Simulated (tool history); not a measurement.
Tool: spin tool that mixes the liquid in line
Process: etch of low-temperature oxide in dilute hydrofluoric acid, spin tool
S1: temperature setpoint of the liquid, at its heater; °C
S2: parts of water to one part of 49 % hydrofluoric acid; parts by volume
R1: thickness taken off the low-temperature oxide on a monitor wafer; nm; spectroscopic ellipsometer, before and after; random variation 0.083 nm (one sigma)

Run 1, day 0: S1 24 °C, S2 70 parts by volume, time under the liquid (s) 50. Result: R1 13.94 nm.
Run 2, day 0.171: S1 24 °C, S2 70 parts by volume, time under the liquid (s) 50. Result: R1 14.086 nm.
Run 3, day 0.283: S1 21 °C, S2 70 parts by volume, time under the liquid (s) 50. Result: R1 12.149 nm.
Run 4, day 0.438: S1 20.5 °C, S2 70 parts by volume, time under the liquid (s) 50. Result: R1 11.957 nm.
Run 5, day 0.746: S1 20.5 °C, S2 70 parts by volume, time under the liquid (s) 55. Result: R1 13.222 nm.
Run 6, day 0.883: S1 24 °C, S2 70 parts by volume, time under the liquid (s) 55. Result: R1 15.349 nm.

Run 7 comes next. What will it give?
Run 7, day 1.204: S1 20 °C, S2 95 parts by volume, time under the liquid (s) 55. Result: R1 ?.

Run 7 gave R1 9.1819 nm.

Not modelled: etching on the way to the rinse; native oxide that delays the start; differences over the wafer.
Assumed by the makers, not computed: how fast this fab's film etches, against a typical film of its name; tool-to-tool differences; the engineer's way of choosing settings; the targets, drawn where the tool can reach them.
